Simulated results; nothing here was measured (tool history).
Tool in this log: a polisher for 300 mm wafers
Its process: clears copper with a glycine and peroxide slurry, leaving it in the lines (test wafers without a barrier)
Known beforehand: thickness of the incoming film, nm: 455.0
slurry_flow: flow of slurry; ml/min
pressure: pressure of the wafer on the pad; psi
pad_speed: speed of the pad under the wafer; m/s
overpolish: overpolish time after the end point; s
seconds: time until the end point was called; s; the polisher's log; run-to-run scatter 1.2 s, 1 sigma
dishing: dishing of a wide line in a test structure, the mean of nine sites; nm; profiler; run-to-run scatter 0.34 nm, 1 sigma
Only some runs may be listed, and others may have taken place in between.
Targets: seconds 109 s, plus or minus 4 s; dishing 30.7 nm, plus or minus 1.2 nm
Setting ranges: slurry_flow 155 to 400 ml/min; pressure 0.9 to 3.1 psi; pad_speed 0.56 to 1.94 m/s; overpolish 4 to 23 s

run 1 day=0 | slurry_flow=255 pressure=2 pad_speed=1.24 overpolish=12 | seconds=99.18 dishing=38.669
run 2 day=0.342 | slurry_flow=255 pressure=1.8 pad_speed=1.24 overpolish=12 | seconds=109.91 dishing=36.281
run 3 day=0.554 | slurry_flow=255 pressure=1.3 pad_speed=1.24 overpolish=12 | seconds=132.24 dishing=29.649
run 4 day=0.892 | slurry_flow=255 pressure=1.3 pad_speed=1.08 overpolish=12 | seconds=142.84 dishing=28.359
run 5 day=1.071 | slurry_flow=255 pressure=1.3 pad_speed=1.08 overpolish=15 | seconds=146.4 dishing=34.082
run 6 day=1.267 | slurry_flow=255 pressure=1.3 pad_speed=1.34 overpolish=15 | seconds=129.67 dishing=38.414
-- day=1.358 slurry nozzle cleaned
run 7 day=1.358 | slurry_flow=260 pressure=1.4 pad_speed=1.34 overpolish=14 | seconds=118.62 dishing=38.111
run 8 day=1.638 | slurry_flow=270 pressure=1.4 pad_speed=1.34 overpolish=13 | seconds=114.5 dishing=35.821
run 9 day=2.012 | slurry_flow=270 pressure=1.4 pad_speed=1.34 overpolish=13 | seconds=119.5 dishing=35.902
run 10 day=2.3 | slurry_flow=290 pressure=1.6 pad_speed=1.36 overpolish=9 | seconds=106.1 dishing=28.622
run 11 day=2.496 | slurry_flow=285 pressure=1.6 pad_speed=1.36 overpolish=9 | seconds=105.73 dishing=28.806

Below are 5 possible settings for the next run. Only one of them brings all results inside the allowed miss of their targets. Which is it?
run A day=2.692 | slurry_flow=305 pressure=1.5 pad_speed=1.62 overpolish=10 | seconds=? dishing=?
run B day=2.692 | slurry_flow=225 pressure=1.6 pad_speed=1.18 overpolish=11 | seconds=? dishing=?
run C day=2.692 | slurry_flow=300 pressure=1.4 pad_speed=1.3 overpolish=11 | seconds=? dishing=?
run D day=2.692 | slurry_flow=320 pressure=1.7 pad_speed=1.22 overpolish=10 | seconds=? dishing=?
run E day=2.692 | slurry_flow=275 pressure=1.5 pad_speed=1.38 overpolish=9 | seconds=? dishing=?

move=A seconds=96.854 dishing=33.426
move=B seconds=115.8 dishing=31.291
move=C seconds=116.82 dishing=30.9
move=D seconds=106.28 dishing=31.049
move=E seconds=108.22 dishing=27.671
A: the result that was furthest off in the last run now lies on the other side of its target
B: the worst result of the last run now meets its target, but another is out of spec
C: the worst result of the last run now meets its target, but another is out of spec
D: all results in spec
E: lands further from the targets than the last run did
D meets every target.

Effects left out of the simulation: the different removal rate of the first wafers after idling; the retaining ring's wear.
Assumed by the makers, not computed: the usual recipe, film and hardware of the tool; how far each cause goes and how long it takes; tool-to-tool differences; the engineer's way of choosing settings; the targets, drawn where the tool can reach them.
